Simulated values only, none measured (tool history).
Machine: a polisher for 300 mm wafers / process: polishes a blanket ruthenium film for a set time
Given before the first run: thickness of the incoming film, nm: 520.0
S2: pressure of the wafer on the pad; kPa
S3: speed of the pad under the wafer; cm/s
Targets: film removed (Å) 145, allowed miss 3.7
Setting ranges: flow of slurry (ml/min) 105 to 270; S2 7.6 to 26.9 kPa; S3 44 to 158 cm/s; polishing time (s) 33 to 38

Run 1, day 0: flow of slurry (ml/min) 175, S2 17.2 kPa, S3 100 cm/s, polishing time (s) 38. Result: film removed (Å) 507.44.
Run 2, day 0.033: flow of slurry (ml/min) 175, S2 17.2 kPa, S3 100 cm/s, polishing time (s) 38. Result: film removed (Å) 506.11.
Run 3, day 0.283: flow of slurry (ml/min) 175, S2 17.2 kPa, S3 88 cm/s, polishing time (s) 38. Result: film removed (Å) 449.73.
Run 4, day 0.467: flow of slurry (ml/min) 170, S2 15.9 kPa, S3 82 cm/s, polishing time (s) 37. Result: film removed (Å) 375.34.
Run 5, day 0.792: flow of slurry (ml/min) 170, S2 15.9 kPa, S3 82 cm/s, polishing time (s) 33. Result: film removed (Å) 337.89.
Run 6, day 0.821: flow of slurry (ml/min) 165, S2 15.2 kPa, S3 80 cm/s, polishing time (s) 33. Result: film removed (Å) 313.64.
Run 7, day 1.042: flow of slurry (ml/min) 125, S2 10.3 kPa, S3 52 cm/s, polishing time (s) 33. Result: film removed (Å) 137.43.
Run 8, day 1.354: flow of slurry (ml/min) 135, S2 10.3 kPa, S3 52 cm/s, polishing time (s) 33. Result: film removed (Å) 139.75.

Below are 4 possible settings for the next run. Only one of them brings all results inside the allowed miss of their targets. Which is it?
Run A, day 1.667: flow of slurry (ml/min) 140, S2 11.7 kPa, S3 44 cm/s, polishing time (s) 33. Result: film removed (Å) ?.
Run B, day 1.667: flow of slurry (ml/min) 160, S2 7.6 kPa, S3 66 cm/s, polishing time (s) 36. Result: film removed (Å) ?.
Run C, day 1.667: flow of slurry (ml/min) 140, S2 9.7 kPa, S3 54 cm/s, polishing time (s) 33. Result: film removed (Å) ?.
Run D, day 1.667: flow of slurry (ml/min) 140, S2 10.3 kPa, S3 50 cm/s, polishing time (s) 33. Result: film removed (Å) ?.

move  film removed (Å)
   A            137.65
   B            147.98
   C            138.71
   D            137.73
A: misses by more than the last run did
B: hits every target within its allowed miss
C: misses by more than the last run did
D: misses by more than the last run did
The right move is B.
